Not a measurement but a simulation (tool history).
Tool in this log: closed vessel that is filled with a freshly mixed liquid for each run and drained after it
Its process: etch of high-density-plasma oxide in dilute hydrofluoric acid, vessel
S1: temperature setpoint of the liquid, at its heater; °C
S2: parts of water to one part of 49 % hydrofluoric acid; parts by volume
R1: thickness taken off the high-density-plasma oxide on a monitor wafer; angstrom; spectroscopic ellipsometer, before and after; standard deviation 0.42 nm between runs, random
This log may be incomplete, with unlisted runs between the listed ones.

{"run": 1, "day": 0.0, "S1": 25.0, "S2": 50, "time in the liquid (s)": 390, "R1": 616.03}
{"run": 2, "day": 0.129, "S1": 25.0, "S2": 65, "time in the liquid (s)": 390, "R1": 468.55}
{"run": 3, "day": 0.171, "S1": 28.5, "S2": 65, "time in the liquid (s)": 390, "R1": 530.5}
{"run": 4, "day": 0.542, "S1": 28.5, "S2": 65, "time in the liquid (s)": 390, "R1": 541.89}
{"run": 5, "day": 0.679, "S1": 28.0, "S2": 65, "time in the liquid (s)": 390, "R1": 527.07}
{"run": 6, "day": 0.842, "S1": 27.5, "S2": 65, "time in the liquid (s)": 390, "R1": 517.45}
{"run": 7, "day": 0.946, "S1": 27.0, "S2": 65, "time in the liquid (s)": 390, "R1": 505.56}
{"run": 8, "day": 1.275, "S1": 26.5, "S2": 65, "time in the liquid (s)": 390, "R1": 490.28}
{"run": 9, "day": 1.6, "S1": 26.0, "S2": 65, "time in the liquid (s)": 390, "R1": 492.43}

Expected results for the next run?
{"run": 10, "day": 1.929, "S1": 25.5, "S2": 65, "time in the liquid (s)": 390, "R1": "?"}

For run 10 the tool returned R1 474.07 angstrom.
